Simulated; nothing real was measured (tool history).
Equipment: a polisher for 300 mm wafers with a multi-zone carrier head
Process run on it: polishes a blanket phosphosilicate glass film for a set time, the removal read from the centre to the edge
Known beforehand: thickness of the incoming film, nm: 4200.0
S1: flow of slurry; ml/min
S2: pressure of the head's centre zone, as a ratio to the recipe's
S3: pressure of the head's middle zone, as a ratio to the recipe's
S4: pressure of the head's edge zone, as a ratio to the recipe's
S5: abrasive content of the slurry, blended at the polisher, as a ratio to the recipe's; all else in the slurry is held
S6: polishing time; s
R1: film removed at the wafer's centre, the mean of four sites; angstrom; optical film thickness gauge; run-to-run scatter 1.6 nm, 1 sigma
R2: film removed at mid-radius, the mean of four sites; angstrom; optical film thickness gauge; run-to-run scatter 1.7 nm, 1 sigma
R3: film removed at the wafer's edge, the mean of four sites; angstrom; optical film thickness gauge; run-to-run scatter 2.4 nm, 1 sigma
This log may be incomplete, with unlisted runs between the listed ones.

| run | day | S1 | S2 | S3 | S4 | S5 | S6 | R1 | R2 | R3 |
|---|---|---|---|---|---|---|---|---|---|---|
| 1 | 0.000 | 230 | 1.00 | 1.00 | 1.00 | 1.00 | 42 | 3365.5 | 3532.3 | 3226.7 |
| 2 | 0.238 | 225 | 0.99 | 0.97 | 0.98 | 0.90 | 39 | 3010.1 | 3093.5 | 2795.7 |
| 3 | 0.496 | 225 | 0.99 | 0.97 | 0.98 | 0.80 | 39 | 2892.6 | 2928.3 | 2770.7 |
| 4 | 0.729 | 225 | 1.04 | 0.97 | 0.98 | 0.80 | 39 | 2996.0 | 2960.2 | 2838.2 |
| 5 | 1.071 | 225 | 1.10 | 0.97 | 0.98 | 0.80 | 39 | 3163.7 | 2948.8 | 2810.3 |
|  | 1.446 | edge zone pressure recalibrated |
| 6 | 1.446 | 225 | 1.10 | 0.97 | 1.03 | 0.80 | 39 | 3235.4 | 2948.9 | 2898.2 |
| 7 | 1.792 | 220 | 1.07 | 0.95 | 1.01 | 0.75 | 36 | 2792.6 | 2647.1 | 2637.6 |
| 8 | 1.829 | 220 | 1.07 | 0.93 | 0.98 | 0.70 | 34 | 2565.6 | 2423.1 | 2407.2 |
| 9 | 2.079 | 220 | 1.07 | 0.91 | 0.96 | 0.65 | 32 | 2386.5 | 2139.3 | 2171.7 |
| 10 | 2.171 | 215 | 1.04 | 0.89 | 0.94 | 0.60 | 32 | 2208.4 | 2057.8 | 2049.2 |

Estimate the outcome of run 11 from the log above:
| 11 | 2.254 | 210 | 1.03 | 0.87 | 0.93 | 0.60 | 32 | ? | ? | ? |

{"run 11": {"R1": 2222.3, "R2": 1991.6, "R3": 2108.6}}

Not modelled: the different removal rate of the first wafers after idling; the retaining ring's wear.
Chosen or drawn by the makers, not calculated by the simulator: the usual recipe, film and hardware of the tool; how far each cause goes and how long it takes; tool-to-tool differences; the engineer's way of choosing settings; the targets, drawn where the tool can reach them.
